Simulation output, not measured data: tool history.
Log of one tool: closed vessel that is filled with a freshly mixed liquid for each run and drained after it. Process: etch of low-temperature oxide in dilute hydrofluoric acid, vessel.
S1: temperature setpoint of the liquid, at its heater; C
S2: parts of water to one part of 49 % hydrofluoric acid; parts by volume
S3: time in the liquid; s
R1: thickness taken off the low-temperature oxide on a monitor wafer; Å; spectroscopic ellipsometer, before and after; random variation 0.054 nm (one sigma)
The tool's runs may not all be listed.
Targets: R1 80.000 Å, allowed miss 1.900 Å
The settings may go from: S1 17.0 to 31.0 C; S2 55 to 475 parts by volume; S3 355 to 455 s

{"run": 1, "day": 0.0, "S1": 23.0, "S2": 265, "S3": 455, "R1": 160.43}
{"run": 2, "day": 0.183, "S1": 23.0, "S2": 315, "S3": 455, "R1": 128.06}
{"run": 3, "day": 0.408, "S1": 21.5, "S2": 330, "S3": 455, "R1": 115.36}
{"run": 4, "day": 0.588, "S1": 20.5, "S2": 345, "S3": 455, "R1": 103.6}
{"run": 5, "day": 0.929, "S1": 20.0, "S2": 355, "S3": 455, "R1": 99.53}
{"run": 6, "day": 1.158, "S1": 23.0, "S2": 355, "S3": 455, "R1": 109.33}
{"run": 7, "day": 1.279, "S1": 19.0, "S2": 390, "S3": 455, "R1": 83.508}
{"run": 8, "day": 1.333, "S1": 18.5, "S2": 390, "S3": 455, "R1": 82.628}

Which of these 5 next moves meets every target?
{"run": "A", "day": 1.388, "S1": 22.0, "S2": 365, "S3": 380, "R1": "?"}
{"run": "B", "day": 1.388, "S1": 17.5, "S2": 400, "S3": 455, "R1": "?"}
{"run": "C", "day": 1.388, "S1": 17.0, "S2": 370, "S3": 435, "R1": "?"}
{"run": "D", "day": 1.388, "S1": 21.0, "S2": 415, "S3": 415, "R1": "?"}
{"run": "E", "day": 1.388, "S1": 18.5, "S2": 380, "S3": 445, "R1": "?"}

move=A R1=84.598
move=B R1=76.656
move=C R1=79.667
move=D R1=75.231
move=E R1=83.109
A: further off than the last run
B: takes the result that was furthest off past its target
C: meets every target
D: takes the result that was furthest off past its target
E: further off than the last run
Move C is the one to make.
